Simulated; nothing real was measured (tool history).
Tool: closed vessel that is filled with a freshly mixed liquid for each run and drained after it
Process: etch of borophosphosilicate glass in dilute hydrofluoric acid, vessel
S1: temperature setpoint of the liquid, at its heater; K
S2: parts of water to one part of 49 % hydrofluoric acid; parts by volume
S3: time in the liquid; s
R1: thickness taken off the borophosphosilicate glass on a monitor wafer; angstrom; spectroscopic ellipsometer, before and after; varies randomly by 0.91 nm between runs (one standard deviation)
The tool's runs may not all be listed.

run,hour,S1,S2,S3,R1
1,0,299.15,295,720,551.07
2,0.8,297.15,295,720,516.01
3,5.3,299.15,295,720,553.66
4,8.1,299.15,350,720,440.72
5,13,300.65,350,720,460.74
6,16.2,301.65,300,720,587.21
7,23.1,302.65,260,720,733.93
8,30.3,303.65,230,720,889.06
9,35.2,307.15,110,720,2432.6
10,40.4,307.15,110,720,2458.5
11,48.2,306.15,110,720,2358.9
12,53.2,305.15,110,720,2276.1
13,59.5,304.15,110,720,2180.9
14,61.1,303.15,110,720,2096.6
15,65.9,302.65,110,720,2073.8

Run 16 comes next. What will it give?
16,70.1,302.15,110,720,?

Run 16 measured R1 2027.9 angstrom.
